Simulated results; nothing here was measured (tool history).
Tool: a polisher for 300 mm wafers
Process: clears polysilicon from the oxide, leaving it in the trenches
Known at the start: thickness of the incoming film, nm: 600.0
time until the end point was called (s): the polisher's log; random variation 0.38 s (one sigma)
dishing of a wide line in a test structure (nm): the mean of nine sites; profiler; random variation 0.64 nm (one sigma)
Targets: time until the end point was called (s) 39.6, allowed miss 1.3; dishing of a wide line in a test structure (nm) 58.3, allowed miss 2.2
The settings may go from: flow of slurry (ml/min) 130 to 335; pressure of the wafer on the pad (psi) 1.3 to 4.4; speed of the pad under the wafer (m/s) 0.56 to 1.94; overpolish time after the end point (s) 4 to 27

run  hour  flow of slurry (ml/min)  pressure of the wafer on the pad (psi)  speed of the pad under the wafer (m/s)  overpolish time after the end point (s)  time until the end point was called (s)  dishing of a wide line in a test structure (nm)
  1     0                      215                                     2.8                                    1.24                                       14                                   29.511                                            61.58
  2   2.7                      215                                     3.1                                    1.24                                       14                                   27.646                                            62.98
  3   3.5                      215                                     3.1                                    0.94                                       14                                   35.591                                           61.184
  4    10                      215                                     3.1                                    1.12                                       14                                   30.632                                           62.105
  5  17.6                      215                                     2.9                                    1.12                                       12                                   32.674                                           62.249
  6  26.2                      215                                     3.4                                    1.12                                       12                                   28.475                                           62.644
  7    27                      215                                     3.1                                    1.12                                       14                                   30.612                                           61.646
  8  31.9                      215                                     2.9                                    1.12                                       16                                   32.249                                           62.597
  9  33.6                      215                                     2.8                                    1.12                                       13                                   33.062                                           60.597
 10  41.3                      215                                     2.6                                    1.12                                       13                                   34.214                                           61.482
 11  46.3                      215                                     2.4                                    1.12                                       11                                   36.928                                            58.65
 12  52.8                      215                                     2.3                                    1.12                                       11                                   38.138                                           59.417
 13    55                      215                                     2.3                                    1.12                                       10                                   38.906                                            58.69
 14  59.4                      215                                     2.3                                    1.12                                        9                                   38.129                                            58.55

5 next moves are on the table. One of them brings every result within its allowed miss. Which?
  A  63.8                      235                                       2                                    1.32                                       12                                        ?                                                ?
  B  63.8                      200                                     2.8                                    1.04                                       16                                        ?                                                ?
  C  63.8                      230                                     2.6                                    1.08                                       14                                        ?                                                ?
  D  63.8                      215                                     3.1                                    0.96                                       20                                        ?                                                ?
  E  63.8                      225                                     1.9                                    1.22                                       10                                        ?                                                ?

move  time until the end point was called (s)  dishing of a wide line in a test structure (nm)
   A                                   35.344                                           60.651
   B                                   35.786                                           61.712
   C                                   35.829                                           61.309
   D                                   35.498                                           62.054
   E                                   39.668                                           58.204
A: further off than the last run
B: further off than the last run
C: further off than the last run
D: further off than the last run
E: meets every target
The right move is E.
